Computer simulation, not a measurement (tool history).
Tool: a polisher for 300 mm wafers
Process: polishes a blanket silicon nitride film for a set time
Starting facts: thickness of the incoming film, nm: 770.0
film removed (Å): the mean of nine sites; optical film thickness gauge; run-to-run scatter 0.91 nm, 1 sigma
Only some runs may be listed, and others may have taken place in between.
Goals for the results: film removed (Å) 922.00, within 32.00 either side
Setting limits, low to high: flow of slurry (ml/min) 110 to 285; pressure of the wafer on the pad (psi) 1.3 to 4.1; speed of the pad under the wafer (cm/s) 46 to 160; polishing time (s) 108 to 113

run,hour,flow of slurry (ml/min),pressure of the wafer on the pad (psi),speed of the pad under the wafer (cm/s),polishing time (s),film removed (Å)
1,0.0,180,2.7,102,108,1217.10
2,2.5,180,2.6,102,108,1184.70
3,4.3,180,2.6,120,108,1338.70
4,6.3,180,2.5,120,108,1275.00
5,12.4,180,2.9,120,108,1475.30
6,15.7,180,2.8,120,108,1418.20
7,22.2,180,2.7,120,108,1379.40
8,28.4,180,2.6,120,108,1313.30
9,33.9,165,1.9,118,108,981.16

Exactly one of the 5 candidate moves below puts every result within its allowed miss. Which one?
A,39.4,180,2.1,116,111,?
B,39.4,165,2.1,110,108,?
C,39.4,185,1.9,128,108,?
D,39.4,240,1.6,118,113,?
E,39.4,160,2.0,118,110,?

move,film removed (Å)
A,1098.60
B,1014.70
C,1062.80
D,922.81
E,1043.70
A: lands further from the targets than the last run did
B: lands further from the targets than the last run did
C: lands further from the targets than the last run did
D: all results land within tolerance of their targets
E: lands further from the targets than the last run did
The right move is D.
